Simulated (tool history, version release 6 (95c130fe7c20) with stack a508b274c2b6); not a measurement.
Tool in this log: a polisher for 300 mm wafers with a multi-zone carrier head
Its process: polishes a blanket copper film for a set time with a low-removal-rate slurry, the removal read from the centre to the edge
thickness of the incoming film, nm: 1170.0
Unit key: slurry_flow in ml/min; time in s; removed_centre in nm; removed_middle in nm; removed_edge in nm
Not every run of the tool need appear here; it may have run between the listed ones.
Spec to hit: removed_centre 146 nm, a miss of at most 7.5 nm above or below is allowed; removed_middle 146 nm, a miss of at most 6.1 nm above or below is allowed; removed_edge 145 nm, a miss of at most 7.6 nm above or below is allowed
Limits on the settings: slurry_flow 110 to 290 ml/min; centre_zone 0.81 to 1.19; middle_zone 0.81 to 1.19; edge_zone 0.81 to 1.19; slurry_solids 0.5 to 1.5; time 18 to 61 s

run  hour  slurry_flow  centre_zone  middle_zone  edge_zone  slurry_solids  time  removed_centre  removed_middle  removed_edge
  1     0          185            1            1          1              1    39           109.3          111.93        112.56
  2   4.7          205            1            1          1              1    39          107.81          113.19        110.88
  3     8          200         1.01         1.01       1.01           1.05    40          115.18          115.53        117.66
  4  10.2          200         1.01         1.01       1.01           1.05    44          125.22          127.82        127.99
  5    13          200         1.01         0.97       1.01           1.05    44          122.97          124.83        126.75
  6  19.7          200         1.01         0.97       1.01            0.9    44          122.05          120.62        127.91
  7  27.4          200         1.02         0.98       1.02           0.95    44          126.02          122.67        126.14
  8  36.3          200         1.02         0.99       1.02              1    45          127.22          126.14         128.8
  9  42.8          200         1.02         0.99       1.02              1    46          131.72          130.41        132.66

Exactly one of the 5 candidate moves below puts every result within its allowed miss. Which one?
  A  49.3          190         1.02         1.19       0.98           0.95    45               ?               ?             ?
  B  49.3          185         1.04         1.03       1.03            0.8    52               ?               ?             ?
  C  49.3          170          1.1         0.81       1.19           0.85    46               ?               ?             ?
  D  49.3          270         0.81            1       1.06           0.75    49               ?               ?             ?
  E  49.3          190         0.86         0.94       1.14           0.95    46               ?               ?             ?

move  removed_centre  removed_middle  removed_edge
   A          122.72          147.03        124.85
   B          140.54          146.83        144.18
   C          130.12          106.48        136.73
   D          108.27          141.47        142.23
   E          105.44          124.06        137.59
A: the furthest-off result lands on target, but another misses its tolerance
B: in spec on every target
C: moves away from the targets compared with the last run
D: the furthest-off result lands on target, but another misses its tolerance
E: moves away from the targets compared with the last run
The move that meets every target is B.
